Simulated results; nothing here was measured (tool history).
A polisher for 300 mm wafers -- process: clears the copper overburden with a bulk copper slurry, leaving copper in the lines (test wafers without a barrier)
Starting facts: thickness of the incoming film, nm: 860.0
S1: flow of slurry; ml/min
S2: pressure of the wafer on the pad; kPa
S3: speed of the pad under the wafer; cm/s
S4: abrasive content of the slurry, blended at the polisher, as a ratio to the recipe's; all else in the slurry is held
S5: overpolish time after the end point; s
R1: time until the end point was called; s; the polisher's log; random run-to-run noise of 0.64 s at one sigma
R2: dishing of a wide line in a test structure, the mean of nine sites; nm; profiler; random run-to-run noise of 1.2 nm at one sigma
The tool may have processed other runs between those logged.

| run | day | S1 | S2 | S3 | S4 | S5 | R1 | R2 |
|---|---|---|---|---|---|---|---|---|
| 1 | 0.000 | 280 | 18.6 | 130 | 1.0 | 16 | 90.106 | 58.053 |
| 2 | 0.317 | 280 | 20.0 | 130 | 1.0 | 17 | 86.089 | 61.986 |
| 3 | 0.396 | 280 | 21.4 | 130 | 1.0 | 18 | 81.750 | 65.915 |
| 4 | 0.583 | 280 | 22.8 | 130 | 1.0 | 18 | 76.345 | 68.188 |
| 5 | 0.954 | 280 | 22.8 | 130 | 1.2 | 18 | 74.624 | 65.996 |
| 6 | 1.088 | 280 | 23.4 | 130 | 1.2 | 19 | 70.212 | 69.641 |
| 7 | 1.379 | 280 | 23.4 | 130 | 1.2 | 20 | 71.056 | 70.755 |

Run 8, settings as shown, results not yet in. Your forecast:
| 8 | 1.658 | 280 | 23.4 | 130 | 1.2 | 21 | ? | ? |

Run 8 yielded R1 71.974 s, R2 73.207 nm.

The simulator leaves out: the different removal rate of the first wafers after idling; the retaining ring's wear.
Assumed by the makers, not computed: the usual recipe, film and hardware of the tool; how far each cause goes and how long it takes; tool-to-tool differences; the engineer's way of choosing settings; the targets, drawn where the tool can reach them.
